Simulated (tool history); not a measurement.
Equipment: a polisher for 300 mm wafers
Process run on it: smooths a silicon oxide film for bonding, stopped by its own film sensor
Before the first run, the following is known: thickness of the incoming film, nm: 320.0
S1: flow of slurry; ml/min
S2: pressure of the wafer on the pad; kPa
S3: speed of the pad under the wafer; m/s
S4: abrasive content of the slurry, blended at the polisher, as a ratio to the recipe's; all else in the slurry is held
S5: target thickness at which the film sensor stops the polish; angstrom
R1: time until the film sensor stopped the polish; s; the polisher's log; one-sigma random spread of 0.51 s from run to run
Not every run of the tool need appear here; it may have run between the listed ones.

run 1 hour=0 | S1=125 S2=16.5 S3=0.86 S4=1 S5=2920 | R1=40.945
run 2 hour=3.8 | S1=125 S2=16.5 S3=0.86 S4=1 S5=2920 | R1=41.2
run 3 hour=8.4 | S1=125 S2=16.5 S3=1 S4=1 S5=2920 | R1=38.075
run 4 hour=11 | S1=125 S2=17.2 S3=1 S4=1 S5=2920 | R1=36.375
run 5 hour=14.8 | S1=125 S2=17.2 S3=1 S4=0.8 S5=2920 | R1=43.367
run 6 hour=21.4 | S1=125 S2=17.2 S3=1 S4=0.8 S5=2920 | R1=43.154
run 7 hour=22.2 | S1=125 S2=17.9 S3=1 S4=0.8 S5=2920 | R1=41.206
run 8 hour=30.2 | S1=125 S2=17.9 S3=1 S4=0.8 S5=2920 | R1=42.049

For run 9, what comes out?
run 9 hour=33.4 | S1=130 S2=22.1 S3=1.04 S4=0.8 S5=2920 | R1=?

{"run 9": {"R1": 35.052}}

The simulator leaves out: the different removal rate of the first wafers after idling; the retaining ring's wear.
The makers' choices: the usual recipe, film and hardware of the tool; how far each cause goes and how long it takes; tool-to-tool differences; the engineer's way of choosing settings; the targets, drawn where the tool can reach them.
